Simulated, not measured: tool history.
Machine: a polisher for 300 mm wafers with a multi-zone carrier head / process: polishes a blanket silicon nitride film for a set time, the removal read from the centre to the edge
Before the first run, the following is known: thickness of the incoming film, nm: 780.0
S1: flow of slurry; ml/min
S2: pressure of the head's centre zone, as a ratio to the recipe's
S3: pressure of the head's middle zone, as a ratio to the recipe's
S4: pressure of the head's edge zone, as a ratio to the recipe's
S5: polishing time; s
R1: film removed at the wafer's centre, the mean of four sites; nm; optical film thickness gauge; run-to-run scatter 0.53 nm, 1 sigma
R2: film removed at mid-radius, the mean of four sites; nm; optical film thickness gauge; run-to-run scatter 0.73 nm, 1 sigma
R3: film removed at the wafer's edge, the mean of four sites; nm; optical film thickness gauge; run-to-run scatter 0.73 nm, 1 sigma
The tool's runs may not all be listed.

run  hour   S1    S2    S3    S4  S5      R1      R2      R3
  1     0  165     1     1     1  38  72.917  75.739  75.136
  2   5.6  160  0.97     1  0.97  36   65.73  72.693  69.652
  3  11.3  155  0.96  0.98  0.94  35  64.041  67.323  67.313
  4  12.6  150  0.95  0.99  0.92  34  60.469  67.775  64.442
  5  17.5  150  0.95  0.99  0.84  34  61.309  66.358  61.625
  6  24.6  150  0.95  0.99  0.84  30  53.805  58.843  53.536
  7  30.9  155  0.94  0.99  0.86  30  53.602  59.819  53.536

Estimate the outcome of run 8 from the log above:
  8  34.1  155  0.94  0.99  0.86  30   ?   ?   ?

For run 8 the tool returned R1 53.154 nm, R2 57.655 nm, R3 54.568 nm.
